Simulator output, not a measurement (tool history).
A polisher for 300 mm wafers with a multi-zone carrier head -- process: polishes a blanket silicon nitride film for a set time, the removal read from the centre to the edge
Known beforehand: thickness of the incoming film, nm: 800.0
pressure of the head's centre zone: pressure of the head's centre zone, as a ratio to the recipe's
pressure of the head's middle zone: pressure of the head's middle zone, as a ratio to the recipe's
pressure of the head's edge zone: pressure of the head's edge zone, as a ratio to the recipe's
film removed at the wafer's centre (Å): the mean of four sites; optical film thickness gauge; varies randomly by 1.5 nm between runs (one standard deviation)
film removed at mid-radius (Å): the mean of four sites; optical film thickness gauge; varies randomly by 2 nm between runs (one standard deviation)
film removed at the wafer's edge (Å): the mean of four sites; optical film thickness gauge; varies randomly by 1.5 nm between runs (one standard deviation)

run  hour  flow of slurry (ml/min)  pressure of the head's centre zone  pressure of the head's middle zone  pressure of the head's edge zone  polishing time (s)  film removed at the wafer's centre (Å)  film removed at mid-radius (Å)  film removed at the wafer's edge (Å)
  1     0                      135                                   1                                   1                                 1                  73                                  1671.2                          1638.2                                1667.3
  2   4.9                      135                                   1                                   1                                 1                  85                                  1956.5                          1929.8                                1945.8
  3    12                      140                                0.98                                1.03                                 1                  85                                  1896.9                          2021.4                                1950.8
  4  19.8                      145                                0.97                                1.04                                 1                  85                                  1906.5                            2019                                1951.3
  5  26.9                      145                                0.96                                1.06                              1.01                  85                                  1896.3                          2030.2                                1954.7
  6  33.5                      145                                0.96                                1.06                              0.95                  85                                    1912                            2038                                1904.8

Forecast run 7:
  7  39.1                      150                                0.95                                1.08                              0.96                  85                                       ?                               ?                                     ?

Run 7 came out at film removed at the wafer's centre (Å) 1915.2, film removed at mid-radius (Å) 2063.9, film removed at the wafer's edge (Å) 1913.7.
